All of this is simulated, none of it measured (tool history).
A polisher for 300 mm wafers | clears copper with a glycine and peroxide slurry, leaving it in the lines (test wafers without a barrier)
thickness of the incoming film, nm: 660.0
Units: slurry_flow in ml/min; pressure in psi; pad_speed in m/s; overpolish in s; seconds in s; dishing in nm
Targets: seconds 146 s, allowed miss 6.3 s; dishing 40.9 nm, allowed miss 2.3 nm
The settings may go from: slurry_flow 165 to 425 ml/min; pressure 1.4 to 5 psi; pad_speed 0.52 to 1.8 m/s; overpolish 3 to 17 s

run	day	slurry_flow	pressure	pad_speed	overpolish	seconds	dishing
1	0	275	3.2	1.16	9	92.476	39.222
2	0.271	275	3.2	0.94	9	103.62	35.116
3	0.558	275	3	0.94	10	108.37	36.672
4	0.683	275	3	0.94	12	109.32	43.198
5	0.95	275	2.8	0.94	12	116.38	41.232
6	1.246	275	2.8	0.82	12	125.6	38.011
7	1.375	275	2.7	0.82	12	127.42	36.879
8	1.65	275	2.6	0.82	12	131.13	36.588
9	1.804	275	2.5	0.82	12	133.96	34.985

Which of these 5 next moves meets every target?
A	1.958	265	2	0.8	17	?	?
B	1.958	325	2.4	0.72	15	?	?
C	1.958	245	2.3	0.64	14	?	?
D	1.958	310	2.3	0.6	17	?	?
E	1.958	175	2.4	0.66	17	?	?

move	seconds	dishing
A	163.86	40.253
B	146.54	40.011
C	164.21	34.617
D	164.42	40.502
E	165.1	40.284
A: brings the result that was furthest off to its target, and leaves another outside
B: meets every target
C: further off than the last run
D: brings the result that was furthest off to its target, and leaves another outside
E: brings the result that was furthest off to its target, and leaves another outside
Move B is the one to make.
